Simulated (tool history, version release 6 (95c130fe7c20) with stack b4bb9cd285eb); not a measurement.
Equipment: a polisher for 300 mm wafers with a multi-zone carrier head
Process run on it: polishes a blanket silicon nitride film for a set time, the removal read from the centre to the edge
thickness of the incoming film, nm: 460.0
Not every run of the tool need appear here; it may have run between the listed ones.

| run | day | flow of slurry (ml/min) | pressure of the head's centre zone | pressure of the head's middle zone | pressure of the head's edge zone | polishing time (s) | film removed at the wafer's centre (nm) | film removed at mid-radius (nm) | film removed at the wafer's edge (nm) |
|---|---|---|---|---|---|---|---|---|---|
| 1 | 0 | 195 | 1 | 1 | 1 | 57 | 89.196 | 84.933 | 88.391 |
| 2 | 0.321 | 195 | 1.02 | 1 | 0.96 | 52 | 81.973 | 80.166 | 77.629 |
| 3 | 0.521 | 195 | 1.02 | 1 | 0.96 | 66 | 101.62 | 102.53 | 101 |
| 4 | 0.825 | 195 | 1.04 | 0.97 | 0.94 | 59 | 92.467 | 88.276 | 90.189 |
| 5 | 0.879 | 175 | 1.04 | 0.97 | 0.94 | 59 | 92.653 | 85.915 | 90.38 |
| 6 | 0.979 | 175 | 1.04 | 0.97 | 1.02 | 59 | 90.748 | 87.958 | 90.402 |
| 7 | 1.304 | 175 | 1.04 | 0.97 | 1.02 | 59 | 93.193 | 87.086 | 93.034 |
| 8 | 1.562 | 185 | 1.07 | 0.97 | 1 | 52 | 85.398 | 76.052 | 80.219 |

Expected results for the next run?
| 9 | 1.896 | 190 | 1.09 | 0.99 | 0.9 | 39 | ? | ? | ? |

{"run 9": {"film removed at the wafer's centre (nm)": 62.982, "film removed at mid-radius (nm)": 58.87, "film removed at the wafer's edge (nm)": 58.882}}
